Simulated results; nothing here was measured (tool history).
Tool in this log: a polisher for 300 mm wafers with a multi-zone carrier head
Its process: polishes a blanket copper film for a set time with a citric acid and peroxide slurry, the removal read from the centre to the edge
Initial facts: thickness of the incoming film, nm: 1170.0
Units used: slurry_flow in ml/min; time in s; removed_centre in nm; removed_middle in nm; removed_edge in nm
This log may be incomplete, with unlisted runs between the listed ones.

run,hour,slurry_flow,centre_zone,middle_zone,edge_zone,slurry_solids,time,removed_centre,removed_middle,removed_edge
1,0.0,235,1.00,1.00,1.00,1.00,50,183.98,185.11,183.31
2,0.8,235,1.00,1.00,1.00,1.00,43,158.75,154.11,157.92
3,7.6,240,1.00,1.02,0.99,1.00,43,157.12,159.60,159.22
4,12.3,245,1.01,1.03,0.97,1.00,43,156.21,156.36,159.26
5,13.3,230,1.03,1.05,1.00,0.95,43,158.44,160.95,158.32
6,20.2,230,1.03,1.05,1.00,1.05,43,165.64,164.67,161.01

Run 7 is up next; what results do you expect?
7,27.1,220,1.04,1.07,0.99,1.05,43,?,?,?

Run 7 produced removed_centre 162.74 nm, removed_middle 163.70 nm, removed_edge 160.31 nm.

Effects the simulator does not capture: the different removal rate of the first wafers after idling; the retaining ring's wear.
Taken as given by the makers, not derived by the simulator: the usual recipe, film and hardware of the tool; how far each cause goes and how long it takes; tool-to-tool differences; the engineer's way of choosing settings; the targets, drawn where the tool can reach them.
